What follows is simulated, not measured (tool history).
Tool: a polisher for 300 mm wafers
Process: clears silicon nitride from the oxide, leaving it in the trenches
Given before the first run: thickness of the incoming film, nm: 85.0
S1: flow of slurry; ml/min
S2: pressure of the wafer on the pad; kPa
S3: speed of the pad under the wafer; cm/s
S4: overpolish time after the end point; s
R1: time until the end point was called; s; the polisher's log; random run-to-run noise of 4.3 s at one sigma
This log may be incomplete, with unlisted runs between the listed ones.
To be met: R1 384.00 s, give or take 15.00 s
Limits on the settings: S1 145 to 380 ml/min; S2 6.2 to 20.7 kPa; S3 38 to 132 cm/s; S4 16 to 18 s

run,hour,S1,S2,S3,S4,R1
1,0.0,245,13.1,84,16,194.14
2,4.0,245,11.7,82,16,221.81
3,12.1,295,11.7,82,16,223.55
4,12.7,295,10.3,80,16,255.23
5,17.3,295,9.7,78,16,272.68
6,24.5,295,9.0,76,16,302.93
7,25.9,295,6.2,76,16,431.38
8,28.4,300,6.2,76,16,423.87
9,35.4,305,6.2,76,16,418.70
10,38.0,310,6.2,76,16,422.97

Consider the 4 candidate settings below. Which is the only one whose results all fall within their allowed miss of target?
A,40.6,265,7.6,62,17,?
B,40.6,265,7.6,58,16,?
C,40.6,320,7.6,68,17,?
D,40.6,285,6.2,70,16,?

move,R1
A,430.49
B,458.90
C,386.60
D,456.63
A: its largest miss is bigger than the last run's
B: its largest miss is bigger than the last run's
C: all results in spec
D: its largest miss is bigger than the last run's
Go with C: it meets all targets.
